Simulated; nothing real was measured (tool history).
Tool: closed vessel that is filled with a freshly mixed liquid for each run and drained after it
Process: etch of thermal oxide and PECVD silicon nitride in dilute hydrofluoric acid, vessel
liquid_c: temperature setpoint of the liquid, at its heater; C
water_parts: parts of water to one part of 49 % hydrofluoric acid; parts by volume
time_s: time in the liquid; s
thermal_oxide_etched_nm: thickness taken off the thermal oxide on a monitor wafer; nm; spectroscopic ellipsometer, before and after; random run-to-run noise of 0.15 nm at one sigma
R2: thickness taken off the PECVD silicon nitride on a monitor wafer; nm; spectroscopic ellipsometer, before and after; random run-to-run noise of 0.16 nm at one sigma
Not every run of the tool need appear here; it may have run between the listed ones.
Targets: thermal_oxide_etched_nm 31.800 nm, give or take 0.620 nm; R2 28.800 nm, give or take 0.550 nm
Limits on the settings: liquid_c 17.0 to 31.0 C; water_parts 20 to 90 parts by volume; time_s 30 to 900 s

run 1 hour=0.0 | liquid_c=23.0 water_parts=50 time_s=460 | thermal_oxide_etched_nm=45.768 R2=46.907
run 2 hour=7.4 | liquid_c=23.0 water_parts=65 time_s=460 | thermal_oxide_etched_nm=34.411 R2=36.303
run 3 hour=13.3 | liquid_c=20.5 water_parts=65 time_s=460 | thermal_oxide_etched_nm=31.110 R2=30.409
run 4 hour=15.8 | liquid_c=23.5 water_parts=65 time_s=460 | thermal_oxide_etched_nm=35.204 R2=37.763
run 5 hour=21.5 | liquid_c=22.0 water_parts=65 time_s=455 | thermal_oxide_etched_nm=32.692 R2=33.761
run 6 hour=24.1 | liquid_c=22.0 water_parts=80 time_s=455 | thermal_oxide_etched_nm=26.141 R2=27.307
run 7 hour=28.3 | liquid_c=21.0 water_parts=70 time_s=445 | thermal_oxide_etched_nm=28.266 R2=28.752
run 8 hour=29.2 | liquid_c=20.0 water_parts=65 time_s=440 | thermal_oxide_etched_nm=29.169 R2=28.208
run 9 hour=35.7 | liquid_c=18.5 water_parts=55 time_s=420 | thermal_oxide_etched_nm=31.076 R2=28.519
run 10 hour=44.4 | liquid_c=18.0 water_parts=50 time_s=415 | thermal_oxide_etched_nm=33.404 R2=29.989
run 11 hour=51.1 | liquid_c=18.0 water_parts=55 time_s=420 | thermal_oxide_etched_nm=30.226 R2=27.574
run 12 hour=53.0 | liquid_c=18.0 water_parts=50 time_s=415 | thermal_oxide_etched_nm=33.436 R2=29.603
run 13 hour=54.5 | liquid_c=18.0 water_parts=55 time_s=420 | thermal_oxide_etched_nm=30.428 R2=27.796
run 14 hour=63.1 | liquid_c=18.0 water_parts=55 time_s=415 | thermal_oxide_etched_nm=30.044 R2=27.066
run 15 hour=66.9 | liquid_c=18.5 water_parts=50 time_s=410 | thermal_oxide_etched_nm=33.630 R2=30.805
run 16 hour=70.5 | liquid_c=18.0 water_parts=50 time_s=410 | thermal_oxide_etched_nm=32.970 R2=29.525
run 17 hour=79.4 | liquid_c=18.0 water_parts=55 time_s=415 | thermal_oxide_etched_nm=29.743 R2=27.234
run 18 hour=84.8 | liquid_c=18.0 water_parts=55 time_s=410 | thermal_oxide_etched_nm=29.638 R2=27.000
run 19 hour=89.8 | liquid_c=18.0 water_parts=50 time_s=405 | thermal_oxide_etched_nm=32.293 R2=29.110
run 20 hour=90.4 | liquid_c=17.5 water_parts=50 time_s=405 | thermal_oxide_etched_nm=31.798 R2=28.242
run 21 hour=97.1 | liquid_c=18.0 water_parts=50 time_s=405 | thermal_oxide_etched_nm=32.566 R2=29.169
run 22 hour=105.6 | liquid_c=18.0 water_parts=50 time_s=410 | thermal_oxide_etched_nm=32.918 R2=29.437
run 23 hour=107.1 | liquid_c=18.5 water_parts=55 time_s=415 | thermal_oxide_etched_nm=30.858 R2=28.304
run 24 hour=112.5 | liquid_c=18.5 water_parts=50 time_s=410 | thermal_oxide_etched_nm=33.542 R2=30.217
run 25 hour=116.2 | liquid_c=18.5 water_parts=55 time_s=415 | thermal_oxide_etched_nm=30.429 R2=28.317

Pick the move, out of 5, that brings all results within their allowed miss; only one does.
run A hour=119.9 | liquid_c=19.0 water_parts=70 time_s=515 | thermal_oxide_etched_nm=? R2=?
run B hour=119.9 | liquid_c=19.0 water_parts=65 time_s=460 | thermal_oxide_etched_nm=? R2=?
run C hour=119.9 | liquid_c=19.5 water_parts=60 time_s=415 | thermal_oxide_etched_nm=? R2=?
run D hour=119.9 | liquid_c=18.0 water_parts=55 time_s=440 | thermal_oxide_etched_nm=? R2=?
run E hour=119.9 | liquid_c=19.0 water_parts=55 time_s=405 | thermal_oxide_etched_nm=? R2=?

move=A thermal_oxide_etched_nm=29.989 R2=28.800
move=B thermal_oxide_etched_nm=29.012 R2=27.649
move=C thermal_oxide_etched_nm=29.131 R2=27.919
move=D thermal_oxide_etched_nm=31.787 R2=29.005
move=E thermal_oxide_etched_nm=30.539 R2=28.637
A: moves away from the targets compared with the last run
B: moves away from the targets compared with the last run
C: moves away from the targets compared with the last run
D: each result inside its tolerance
E: nearer than the last run, and not there yet
Go with D: it meets all targets.
